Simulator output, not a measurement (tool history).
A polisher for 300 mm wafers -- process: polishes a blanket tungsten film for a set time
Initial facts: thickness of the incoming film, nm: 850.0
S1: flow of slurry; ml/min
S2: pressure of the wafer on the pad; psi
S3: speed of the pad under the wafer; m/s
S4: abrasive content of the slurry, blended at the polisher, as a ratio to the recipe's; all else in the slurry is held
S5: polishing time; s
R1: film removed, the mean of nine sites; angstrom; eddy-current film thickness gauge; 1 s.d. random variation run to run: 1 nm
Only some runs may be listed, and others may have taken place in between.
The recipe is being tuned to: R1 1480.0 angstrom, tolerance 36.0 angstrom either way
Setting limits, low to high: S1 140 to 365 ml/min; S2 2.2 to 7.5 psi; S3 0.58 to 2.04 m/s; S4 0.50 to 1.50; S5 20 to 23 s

| run | hour | S1 | S2 | S3 | S4 | S5 | R1 |
|---|---|---|---|---|---|---|---|
| 1 | 0.0 | 235 | 4.8 | 1.30 | 1.00 | 23 | 1856.9 |
| 2 | 6.2 | 230 | 4.6 | 1.30 | 1.00 | 23 | 1776.6 |
| 3 | 14.8 | 230 | 4.6 | 1.30 | 1.00 | 20 | 1533.1 |
| 4 | 21.7 | 225 | 4.6 | 1.30 | 1.00 | 20 | 1550.4 |
| 5 | 22.9 | 225 | 3.9 | 1.30 | 1.00 | 20 | 1337.5 |
| 6 | 30.2 | 225 | 3.9 | 1.30 | 0.90 | 20 | 1299.8 |
| 7 | 31.1 | 240 | 4.0 | 1.30 | 0.90 | 20 | 1344.0 |
| 8 | 32.3 | 255 | 4.1 | 1.30 | 0.90 | 20 | 1392.3 |

5 next moves are on the table. One of them brings every result within its allowed miss. Which?
| A | 33.5 | 230 | 2.8 | 2.02 | 0.95 | 22 | ? |
| B | 33.5 | 210 | 4.5 | 1.20 | 0.80 | 22 | ? |
| C | 33.5 | 220 | 4.0 | 1.30 | 1.10 | 23 | ? |
| D | 33.5 | 280 | 4.1 | 1.34 | 0.70 | 23 | ? |
| E | 33.5 | 235 | 4.4 | 1.24 | 0.90 | 22 | ? |

| move | R1 |
|---|---|
| A | 1579.8 |
| B | 1487.9 |
| C | 1594.1 |
| D | 1577.0 |
| E | 1550.7 |
A: takes the biggest miss from the last run beyond its target
B: hits every target within its allowed miss
C: takes the biggest miss from the last run beyond its target
D: takes the biggest miss from the last run beyond its target
E: takes the biggest miss from the last run beyond its target
So the answer is move B, the one that meets all the targets.
